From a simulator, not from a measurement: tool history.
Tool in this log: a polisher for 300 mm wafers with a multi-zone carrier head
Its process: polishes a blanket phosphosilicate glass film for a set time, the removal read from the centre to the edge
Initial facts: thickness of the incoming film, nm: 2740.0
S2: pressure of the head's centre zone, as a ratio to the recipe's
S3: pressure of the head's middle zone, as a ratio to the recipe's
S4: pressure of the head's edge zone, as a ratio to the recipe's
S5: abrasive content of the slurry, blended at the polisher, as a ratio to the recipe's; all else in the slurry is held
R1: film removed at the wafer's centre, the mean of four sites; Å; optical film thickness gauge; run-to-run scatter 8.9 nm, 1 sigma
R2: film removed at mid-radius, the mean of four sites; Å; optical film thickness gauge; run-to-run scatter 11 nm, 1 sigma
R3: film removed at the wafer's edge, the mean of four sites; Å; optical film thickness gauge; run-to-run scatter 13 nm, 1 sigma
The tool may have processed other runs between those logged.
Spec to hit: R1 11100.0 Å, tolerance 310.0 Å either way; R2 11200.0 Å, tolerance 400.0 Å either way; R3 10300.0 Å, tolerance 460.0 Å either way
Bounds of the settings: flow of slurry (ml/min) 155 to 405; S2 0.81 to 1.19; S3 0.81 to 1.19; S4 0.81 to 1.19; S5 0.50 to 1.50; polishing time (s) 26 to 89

Run 1, hour 0.0: flow of slurry (ml/min) 260, S2 1.00, S3 1.00, S4 1.00, S5 1.00, polishing time (s) 57. Result: R1 9199.6 Å, R2 9079.4 Å, R3 9120.8 Å.
Run 2, hour 5.8: flow of slurry (ml/min) 270, S2 1.02, S3 1.03, S4 1.02, S5 1.05, polishing time (s) 57. Result: R1 9671.7 Å, R2 9550.7 Å, R3 9522.0 Å.
Run 3, hour 10.9: flow of slurry (ml/min) 280, S2 1.04, S3 1.06, S4 1.03, S5 1.05, polishing time (s) 57. Result: R1 9830.7 Å, R2 9906.6 Å, R3 9341.0 Å.
Run 4, hour 16.3: flow of slurry (ml/min) 280, S2 1.04, S3 1.06, S4 1.11, S5 1.05, polishing time (s) 57. Result: R1 9910.0 Å, R2 9849.6 Å, R3 9952.1 Å.
Run 5, hour 23.9: flow of slurry (ml/min) 280, S2 1.04, S3 1.06, S4 1.11, S5 1.00, polishing time (s) 57. Result: R1 9865.5 Å, R2 9694.5 Å, R3 9513.8 Å.
Run 6, hour 30.3: flow of slurry (ml/min) 280, S2 1.04, S3 1.06, S4 1.11, S5 0.90, polishing time (s) 57. Result: R1 9267.4 Å, R2 9149.5 Å, R3 9380.4 Å.
Run 7, hour 34.2: flow of slurry (ml/min) 285, S2 1.06, S3 1.08, S4 1.12, S5 0.95, polishing time (s) 57. Result: R1 9676.0 Å, R2 9539.2 Å, R3 9700.3 Å.
Run 8, hour 36.8: flow of slurry (ml/min) 295, S2 1.08, S3 1.11, S4 1.11, S5 1.00, polishing time (s) 57. Result: R1 10205.0 Å, R2 9874.4 Å, R3 9621.2 Å.

Pick the move, out of 5, that brings all results within their allowed miss; only one does.
Run A, hour 39.4: flow of slurry (ml/min) 345, S2 1.09, S3 1.11, S4 1.17, S5 0.90, polishing time (s) 61. Result: R1 ?, R2 ?, R3 ?.
Run B, hour 39.4: flow of slurry (ml/min) 275, S2 1.03, S3 1.07, S4 1.19, S5 1.10, polishing time (s) 64. Result: R1 ?, R2 ?, R3 ?.
Run C, hour 39.4: flow of slurry (ml/min) 305, S2 1.09, S3 1.15, S4 1.10, S5 1.15, polishing time (s) 58. Result: R1 ?, R2 ?, R3 ?.
Run D, hour 39.4: flow of slurry (ml/min) 320, S2 1.07, S3 0.95, S4 1.18, S5 0.95, polishing time (s) 56. Result: R1 ?, R2 ?, R3 ?.
Run E, hour 39.4: flow of slurry (ml/min) 280, S2 1.05, S3 0.96, S4 1.19, S5 0.90, polishing time (s) 68. Result: R1 ?, R2 ?, R3 ?.

move       R1       R2       R3
   A  10696.0  10421.0  10274.0
   B  11204.0  11233.0  11594.0
   C  11079.0  11140.0  10342.0
   D   9769.9   8515.8   9657.5
   E  11207.0  10059.0  11393.0
A: closes in on the targets versus the last run, not all within tolerance yet
B: the furthest-off result lands on target, but another misses its tolerance
C: every result within its allowed miss
D: moves away from the targets compared with the last run
E: closes in on the targets versus the last run, not all within tolerance yet
The move that meets every target is C.
